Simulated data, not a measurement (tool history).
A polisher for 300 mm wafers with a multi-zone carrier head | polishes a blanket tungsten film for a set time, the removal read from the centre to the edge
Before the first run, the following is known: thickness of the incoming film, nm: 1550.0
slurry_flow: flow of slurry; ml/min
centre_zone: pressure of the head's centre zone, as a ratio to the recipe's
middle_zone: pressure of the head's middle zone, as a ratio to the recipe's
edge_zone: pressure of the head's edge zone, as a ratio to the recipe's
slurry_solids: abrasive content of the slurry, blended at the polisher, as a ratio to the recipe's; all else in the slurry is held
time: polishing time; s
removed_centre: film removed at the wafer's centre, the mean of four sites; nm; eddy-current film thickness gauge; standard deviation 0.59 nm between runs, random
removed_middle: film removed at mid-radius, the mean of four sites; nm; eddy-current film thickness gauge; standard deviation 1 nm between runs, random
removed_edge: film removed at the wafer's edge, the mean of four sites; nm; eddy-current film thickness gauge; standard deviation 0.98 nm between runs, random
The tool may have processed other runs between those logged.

run	hour	slurry_flow	centre_zone	middle_zone	edge_zone	slurry_solids	time	removed_centre	removed_middle	removed_edge
1	0.0	265	1.00	1.00	1.00	1.00	52	180.860	164.960	154.410
2	4.5	265	1.00	1.00	1.00	1.00	59	203.690	188.140	179.650
3	12.2	250	0.94	0.98	1.00	0.85	51	159.780	152.870	151.810
4	15.3	250	0.92	0.98	0.97	0.75	44	130.510	127.620	123.570
5	20.6	245	0.89	0.96	0.94	0.70	41	115.010	115.580	113.270
6	22.7	245	0.88	0.95	0.91	0.65	39	109.010	108.350	105.320
7	27.6	205	0.81	0.91	0.85	0.50	32	76.055	81.018	79.160
8	28.4	240	0.82	0.91	0.86	0.50	32	78.704	81.154	79.045
# hour 34.4: centre zone pressure recalibrated
9	34.4	245	0.83	0.93	0.89	0.50	32	73.671	85.336	82.328

Run 10 has not been measured yet. What should we expect?
10	39.3	245	0.86	0.93	0.89	0.50	32	?	?	?

{"run 10": {"removed_centre": 76.756, "removed_middle": 85.139, "removed_edge": 80.033}}
